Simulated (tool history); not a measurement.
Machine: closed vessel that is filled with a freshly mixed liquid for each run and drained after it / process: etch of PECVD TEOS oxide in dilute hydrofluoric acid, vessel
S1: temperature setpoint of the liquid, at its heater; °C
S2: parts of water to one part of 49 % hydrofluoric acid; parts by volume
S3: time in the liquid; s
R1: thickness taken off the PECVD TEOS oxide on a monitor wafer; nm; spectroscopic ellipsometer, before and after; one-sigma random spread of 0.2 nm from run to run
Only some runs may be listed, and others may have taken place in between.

Run 1, hour 0: S1 20 °C, S2 50 parts by volume, S3 100 s. Result: R1 37.511 nm.
Run 2, hour 0.8: S1 21.5 °C, S2 50 parts by volume, S3 100 s. Result: R1 40.448 nm.
Run 3, hour 9.9: S1 20 °C, S2 55 parts by volume, S3 100 s. Result: R1 33.721 nm.
Run 4, hour 14.2: S1 19 °C, S2 55 parts by volume, S3 100 s. Result: R1 32.718 nm.
Run 5, hour 21.1: S1 22 °C, S2 55 parts by volume, S3 100 s. Result: R1 36.239 nm.
Run 6, hour 27: S1 22 °C, S2 55 parts by volume, S3 100 s. Result: R1 36.921 nm.
Run 7, hour 30.5: S1 20.5 °C, S2 55 parts by volume, S3 100 s. Result: R1 34.661 nm.
Run 8, hour 35.8: S1 19.5 °C, S2 55 parts by volume, S3 100 s. Result: R1 33.036 nm.
Run 9, hour 44.9: S1 18.5 °C, S2 55 parts by volume, S3 100 s. Result: R1 31.884 nm.
Run 10, hour 47: S1 18 °C, S2 55 parts by volume, S3 100 s. Result: R1 31.443 nm.
Run 11, hour 55.3: S1 18 °C, S2 55 parts by volume, S3 100 s. Result: R1 30.929 nm.

Estimate the outcome of run 12 from the log above:
Run 12, hour 62.5: S1 17.5 °C, S2 55 parts by volume, S3 100 s. Result: R1 ?.

R1: 30.639 nm

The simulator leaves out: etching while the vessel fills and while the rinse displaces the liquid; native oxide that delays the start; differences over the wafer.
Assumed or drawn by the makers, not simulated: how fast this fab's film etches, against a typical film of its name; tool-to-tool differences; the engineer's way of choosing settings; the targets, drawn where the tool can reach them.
